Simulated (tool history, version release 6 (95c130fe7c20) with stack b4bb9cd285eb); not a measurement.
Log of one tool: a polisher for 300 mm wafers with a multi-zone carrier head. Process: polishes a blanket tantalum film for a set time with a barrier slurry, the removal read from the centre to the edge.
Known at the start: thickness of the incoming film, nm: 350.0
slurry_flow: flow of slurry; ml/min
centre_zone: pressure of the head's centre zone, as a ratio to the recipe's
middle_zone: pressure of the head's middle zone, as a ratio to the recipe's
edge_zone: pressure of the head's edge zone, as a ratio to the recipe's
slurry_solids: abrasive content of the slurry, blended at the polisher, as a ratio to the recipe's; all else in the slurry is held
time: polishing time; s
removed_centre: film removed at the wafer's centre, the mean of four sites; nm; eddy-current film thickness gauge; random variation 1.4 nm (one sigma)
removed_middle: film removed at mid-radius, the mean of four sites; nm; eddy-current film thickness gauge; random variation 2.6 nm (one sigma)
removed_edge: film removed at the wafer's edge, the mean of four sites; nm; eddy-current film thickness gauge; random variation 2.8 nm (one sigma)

run	hour	slurry_flow	centre_zone	middle_zone	edge_zone	slurry_solids	time	removed_centre	removed_middle	removed_edge
1	0	230	1	1	1	1	61	124.9	125.88	123.82
2	2.5	235	1.01	1.01	1.02	1.05	62	128.68	130.83	131.71
3	5.7	240	1.03	1.03	1.02	1.1	63	134.72	136.33	133.98
4	12.2	245	1.04	1.05	1.03	1.15	64	141.36	143.27	141.24
5	15.9	245	1.04	1.05	0.96	1.15	64	141.87	141.73	135.14
6	17	245	1.04	1.05	0.96	1.25	64	143.47	146.19	139
7	22.7	250	1.05	1.06	0.97	1.3	65	148.51	153.71	140.49

Run 8 comes next. What will it give?
8	30.6	250	1.06	1.06	0.99	1.3	66	?	?	?

removed_centre: 152.56 nm
removed_middle: 153.95 nm
removed_edge: 144.08 nm
